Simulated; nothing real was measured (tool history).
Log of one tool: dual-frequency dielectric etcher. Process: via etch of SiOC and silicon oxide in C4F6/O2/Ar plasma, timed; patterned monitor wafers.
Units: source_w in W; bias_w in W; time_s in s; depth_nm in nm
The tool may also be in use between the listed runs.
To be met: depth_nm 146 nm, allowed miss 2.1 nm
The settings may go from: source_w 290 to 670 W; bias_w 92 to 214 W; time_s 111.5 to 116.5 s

Run 1, hour 0: source_w 480 W, bias_w 153 W, time_s 111.5 s. Result: depth_nm 132.81 nm.
Run 2, hour 3.2: source_w 480 W, bias_w 153 W, time_s 111.5 s. Result: depth_nm 133.09 nm.
Run 3, hour 10.2: source_w 510 W, bias_w 154 W, time_s 111.5 s. Result: depth_nm 135.24 nm.
Run 4, hour 10.8: source_w 510 W, bias_w 154 W, time_s 111.5 s. Result: depth_nm 135.93 nm.
Run 5, hour 15.2: source_w 510 W, bias_w 154 W, time_s 111.5 s. Result: depth_nm 135.47 nm.
Run 6, hour 22: source_w 540 W, bias_w 156 W, time_s 111.5 s. Result: depth_nm 139.06 nm.
Run 7, hour 26.1: source_w 560 W, bias_w 157 W, time_s 111.5 s. Result: depth_nm 140.92 nm.
Run 8, hour 26.7: source_w 570 W, bias_w 158 W, time_s 111.5 s. Result: depth_nm 141.84 nm.
Run 9, hour 31.3: source_w 580 W, bias_w 159 W, time_s 111.5 s. Result: depth_nm 142.82 nm.
Run 10, hour 32.1: source_w 590 W, bias_w 160 W, time_s 111.5 s. Result: depth_nm 143.86 nm.

Which of these 4 next moves meets every target?
Run A, hour 32.9: source_w 640 W, bias_w 164 W, time_s 113 s. Result: depth_nm ?.
Run B, hour 32.9: source_w 570 W, bias_w 160 W, time_s 114 s. Result: depth_nm ?.
Run C, hour 32.9: source_w 520 W, bias_w 214 W, time_s 115 s. Result: depth_nm ?.
Run D, hour 32.9: source_w 570 W, bias_w 151 W, time_s 113 s. Result: depth_nm ?.

move  depth_nm
   A    150.43
   B    144.88
   C    152.08
   D    141.73
A: takes the result that was furthest off past its target
B: meets every target
C: takes the result that was furthest off past its target
D: further off than the last run
Move B is the one to make.

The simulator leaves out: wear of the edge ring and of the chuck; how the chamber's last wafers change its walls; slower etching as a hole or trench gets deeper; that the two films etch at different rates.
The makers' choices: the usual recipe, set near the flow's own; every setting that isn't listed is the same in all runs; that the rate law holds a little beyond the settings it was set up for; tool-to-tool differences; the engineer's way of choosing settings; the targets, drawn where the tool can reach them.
